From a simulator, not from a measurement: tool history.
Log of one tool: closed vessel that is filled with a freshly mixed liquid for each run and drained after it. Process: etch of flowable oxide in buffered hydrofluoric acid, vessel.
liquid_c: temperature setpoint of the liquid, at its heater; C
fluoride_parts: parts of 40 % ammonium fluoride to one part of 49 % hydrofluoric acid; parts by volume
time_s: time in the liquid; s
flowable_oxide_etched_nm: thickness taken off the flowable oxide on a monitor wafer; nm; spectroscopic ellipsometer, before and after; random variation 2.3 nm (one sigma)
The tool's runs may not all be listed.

run 1 hour=0 | liquid_c=25 fluoride_parts=19.5 time_s=95 | flowable_oxide_etched_nm=157.52
run 2 hour=5.3 | liquid_c=25 fluoride_parts=19.5 time_s=95 | flowable_oxide_etched_nm=157.47
run 3 hour=14.5 | liquid_c=23.5 fluoride_parts=19.5 time_s=95 | flowable_oxide_etched_nm=142.58
run 4 hour=15.8 | liquid_c=25.5 fluoride_parts=19 time_s=95 | flowable_oxide_etched_nm=165.69
run 5 hour=19.8 | liquid_c=25.5 fluoride_parts=19 time_s=95 | flowable_oxide_etched_nm=165.96
-- hour=24.5 thermometer replaced
run 6 hour=24.5 | liquid_c=27 fluoride_parts=18.5 time_s=95 | flowable_oxide_etched_nm=193.63
run 7 hour=31.7 | liquid_c=28 fluoride_parts=18.5 time_s=95 | flowable_oxide_etched_nm=207.69

Run 8 comes next. What will it give?
run 8 hour=33.2 | liquid_c=28 fluoride_parts=18.5 time_s=95 | flowable_oxide_etched_nm=?

{"run 8": {"flowable_oxide_etched_nm": 202.2}}
